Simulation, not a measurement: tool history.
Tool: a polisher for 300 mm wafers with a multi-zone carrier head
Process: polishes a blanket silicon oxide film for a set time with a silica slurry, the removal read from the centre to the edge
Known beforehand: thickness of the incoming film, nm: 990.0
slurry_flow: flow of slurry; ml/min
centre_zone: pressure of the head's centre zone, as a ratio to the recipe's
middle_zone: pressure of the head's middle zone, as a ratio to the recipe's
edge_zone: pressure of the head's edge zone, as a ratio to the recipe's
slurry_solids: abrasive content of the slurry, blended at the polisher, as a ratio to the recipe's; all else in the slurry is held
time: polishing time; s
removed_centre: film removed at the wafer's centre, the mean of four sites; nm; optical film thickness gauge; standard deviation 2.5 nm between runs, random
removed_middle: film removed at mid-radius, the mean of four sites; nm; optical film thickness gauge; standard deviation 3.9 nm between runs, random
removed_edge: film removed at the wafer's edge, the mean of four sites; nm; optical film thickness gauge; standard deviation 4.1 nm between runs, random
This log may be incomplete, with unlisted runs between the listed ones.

Run 1, hour 0.0: slurry_flow 200 ml/min, centre_zone 1.00, middle_zone 1.00, edge_zone 1.00, slurry_solids 1.00, time 61 s. Result: removed_centre 260.54 nm, removed_middle 258.31 nm, removed_edge 258.77 nm.
Run 2, hour 1.5: slurry_flow 200 ml/min, centre_zone 1.00, middle_zone 1.00, edge_zone 0.92, slurry_solids 1.00, time 61 s. Result: removed_centre 260.74 nm, removed_middle 260.74 nm, removed_edge 250.35 nm.
Run 3, hour 7.3: slurry_flow 205 ml/min, centre_zone 1.00, middle_zone 1.01, edge_zone 0.95, slurry_solids 1.05, time 62 s. Result: removed_centre 267.69 nm, removed_middle 267.48 nm, removed_edge 264.85 nm.
Run 4, hour 14.0: slurry_flow 205 ml/min, centre_zone 1.00, middle_zone 1.01, edge_zone 0.99, slurry_solids 1.05, time 62 s. Result: removed_centre 269.72 nm, removed_middle 269.05 nm, removed_edge 266.70 nm.
Run 5, hour 16.3: slurry_flow 205 ml/min, centre_zone 1.00, middle_zone 1.01, edge_zone 0.91, slurry_solids 1.05, time 62 s. Result: removed_centre 267.73 nm, removed_middle 263.03 nm, removed_edge 261.50 nm.
Run 6, hour 20.5: slurry_flow 200 ml/min, centre_zone 1.01, middle_zone 1.03, edge_zone 0.93, slurry_solids 1.10, time 63 s. Result: removed_centre 277.26 nm, removed_middle 277.77 nm, removed_edge 266.64 nm.
Run 7, hour 25.5: slurry_flow 210 ml/min, centre_zone 1.01, middle_zone 1.04, edge_zone 0.95, slurry_solids 1.15, time 64 s. Result: removed_centre 286.20 nm, removed_middle 285.62 nm, removed_edge 282.58 nm.
Run 8, hour 27.5: slurry_flow 205 ml/min, centre_zone 1.01, middle_zone 1.06, edge_zone 0.95, slurry_solids 1.20, time 66 s. Result: removed_centre 298.68 nm, removed_middle 311.50 nm, removed_edge 296.14 nm.
Run 9, hour 31.8: slurry_flow 210 ml/min, centre_zone 1.02, middle_zone 1.07, edge_zone 0.97, slurry_solids 1.25, time 67 s. Result: removed_centre 311.07 nm, removed_middle 319.51 nm, removed_edge 299.15 nm.
Run 10, hour 36.8: slurry_flow 180 ml/min, centre_zone 0.94, middle_zone 1.02, edge_zone 0.99, slurry_solids 1.50, time 81 s. Result: removed_centre 350.38 nm, removed_middle 389.59 nm, removed_edge 379.60 nm.
Run 11, hour 40.7: slurry_flow 185 ml/min, centre_zone 0.94, middle_zone 1.02, edge_zone 0.99, slurry_solids 1.50, time 81 s. Result: removed_centre 356.37 nm, removed_middle 385.34 nm, removed_edge 385.41 nm.
Run 12, hour 42.4: slurry_flow 190 ml/min, centre_zone 0.94, middle_zone 1.02, edge_zone 0.99, slurry_solids 1.50, time 81 s. Result: removed_centre 358.28 nm, removed_middle 384.81 nm, removed_edge 382.06 nm.

Run 13 is up next; what results do you expect?
Run 13, hour 43.9: slurry_flow 195 ml/min, centre_zone 0.94, middle_zone 1.02, edge_zone 0.99, slurry_solids 1.50, time 81 s. Result: removed_centre ?, removed_middle ?, removed_edge ?.

removed_centre: 355.58 nm
removed_middle: 392.43 nm
removed_edge: 382.65 nm
